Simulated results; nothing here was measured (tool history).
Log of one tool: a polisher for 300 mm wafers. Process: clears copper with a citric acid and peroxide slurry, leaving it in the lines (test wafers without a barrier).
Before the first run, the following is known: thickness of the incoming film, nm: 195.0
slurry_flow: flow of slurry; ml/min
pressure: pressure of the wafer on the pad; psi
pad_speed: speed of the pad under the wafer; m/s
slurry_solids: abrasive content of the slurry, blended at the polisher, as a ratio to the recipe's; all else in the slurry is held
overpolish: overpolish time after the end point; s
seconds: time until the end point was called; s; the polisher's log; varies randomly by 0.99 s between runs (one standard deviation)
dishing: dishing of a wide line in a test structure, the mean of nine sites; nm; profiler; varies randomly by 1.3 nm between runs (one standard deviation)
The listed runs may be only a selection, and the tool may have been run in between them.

Run 1, day 0.000: slurry_flow 305 ml/min, pressure 2.5 psi, pad_speed 0.94 m/s, slurry_solids 1.00, overpolish 26 s. Result: seconds 118.45 s, dishing 27.912 nm.
Run 2, day 0.183: slurry_flow 305 ml/min, pressure 1.9 psi, pad_speed 0.94 m/s, slurry_solids 1.00, overpolish 26 s. Result: seconds 148.64 s, dishing 22.078 nm.
Run 3, day 0.325: slurry_flow 305 ml/min, pressure 1.9 psi, pad_speed 0.94 m/s, slurry_solids 1.00, overpolish 17 s. Result: seconds 147.72 s, dishing 15.251 nm.
Run 4, day 0.512: slurry_flow 305 ml/min, pressure 1.9 psi, pad_speed 0.94 m/s, slurry_solids 1.15, overpolish 17 s. Result: seconds 143.82 s, dishing 15.416 nm.
Run 5, day 0.817: slurry_flow 305 ml/min, pressure 2.1 psi, pad_speed 0.94 m/s, slurry_solids 1.15, overpolish 19 s. Result: seconds 132.84 s, dishing 19.891 nm.
Run 6, day 1.038: slurry_flow 305 ml/min, pressure 2.3 psi, pad_speed 0.94 m/s, slurry_solids 1.15, overpolish 20 s. Result: seconds 119.95 s, dishing 21.195 nm.
Run 7, day 1.379: slurry_flow 305 ml/min, pressure 2.5 psi, pad_speed 0.94 m/s, slurry_solids 1.15, overpolish 22 s. Result: seconds 110.98 s, dishing 24.745 nm.
Run 8, day 1.488: slurry_flow 305 ml/min, pressure 2.6 psi, pad_speed 0.94 m/s, slurry_solids 1.15, overpolish 23 s. Result: seconds 106.42 s, dishing 25.703 nm.
Run 9, day 1.733: slurry_flow 305 ml/min, pressure 2.7 psi, pad_speed 0.94 m/s, slurry_solids 1.15, overpolish 25 s. Result: seconds 107.17 s, dishing 29.045 nm.

Expected results for the next run?
Run 10, day 1.808: slurry_flow 305 ml/min, pressure 2.9 psi, pad_speed 0.94 m/s, slurry_solids 1.15, overpolish 26 s. Result: seconds ?, dishing ?.

Run 10 gave seconds 101.63 s, dishing 31.219 nm.
